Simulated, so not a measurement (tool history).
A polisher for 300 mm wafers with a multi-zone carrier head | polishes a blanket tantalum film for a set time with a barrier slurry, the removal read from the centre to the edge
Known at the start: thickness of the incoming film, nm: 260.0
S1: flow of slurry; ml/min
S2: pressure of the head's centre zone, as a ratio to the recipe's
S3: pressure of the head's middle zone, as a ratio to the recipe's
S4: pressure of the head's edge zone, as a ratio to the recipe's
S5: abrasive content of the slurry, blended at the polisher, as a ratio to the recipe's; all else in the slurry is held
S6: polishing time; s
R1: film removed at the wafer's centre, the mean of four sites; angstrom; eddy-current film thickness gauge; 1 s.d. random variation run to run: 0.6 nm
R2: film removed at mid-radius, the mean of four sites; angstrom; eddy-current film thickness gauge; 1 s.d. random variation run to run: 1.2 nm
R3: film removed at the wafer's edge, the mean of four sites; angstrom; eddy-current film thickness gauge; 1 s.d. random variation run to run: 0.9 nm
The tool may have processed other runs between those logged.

{"run": 1, "day": 0.0, "S1": 275, "S2": 1, "S3": 1, "S4": 1, "S5": 1, "S6": 40, "R1": 1031.6, "R2": 1064, "R3": 1070.7}
{"run": 2, "day": 0.338, "S1": 275, "S2": 1, "S3": 1, "S4": 1, "S5": 1, "S6": 49, "R1": 1267.5, "R2": 1295.9, "R3": 1307}
{"run": 3, "day": 0.554, "S1": 270, "S2": 0.97, "S3": 0.99, "S4": 0.96, "S5": 0.85, "S6": 46, "R1": 1074.9, "R2": 1156, "R3": 1133.2}
{"run": 4, "day": 0.604, "S1": 270, "S2": 1.03, "S3": 0.99, "S4": 0.96, "S5": 0.85, "S6": 46, "R1": 1158.7, "R2": 1161.6, "R3": 1139.1}
{"run": 5, "day": 0.95, "S1": 270, "S2": 1.1, "S3": 0.99, "S4": 0.96, "S5": 0.85, "S6": 46, "R1": 1227.3, "R2": 1125, "R3": 1135.2}
{"run": 6, "day": 1.296, "S1": 270, "S2": 1.1, "S3": 0.99, "S4": 0.96, "S5": 1, "S6": 46, "R1": 1308.8, "R2": 1192.5, "R3": 1182.4}
{"run": 7, "day": 1.325, "S1": 265, "S2": 1.04, "S3": 0.97, "S4": 0.93, "S5": 0.85, "S6": 45, "R1": 1126.7, "R2": 1099.6, "R3": 1091.8}
{"run": 8, "day": 1.429, "S1": 265, "S2": 1.01, "S3": 0.96, "S4": 0.91, "S5": 0.75, "S6": 44, "R1": 1032.8, "R2": 993.74, "R3": 1003.5}

Expected results for the next run?
{"run": 9, "day": 1.488, "S1": 260, "S2": 0.96, "S3": 0.96, "S4": 0.88, "S5": 0.7, "S6": 44, "R1": "?", "R2": "?", "R3": "?"}

{"run 9": {"R1": 945.88, "R2": 1007.8, "R3": 967.41}}
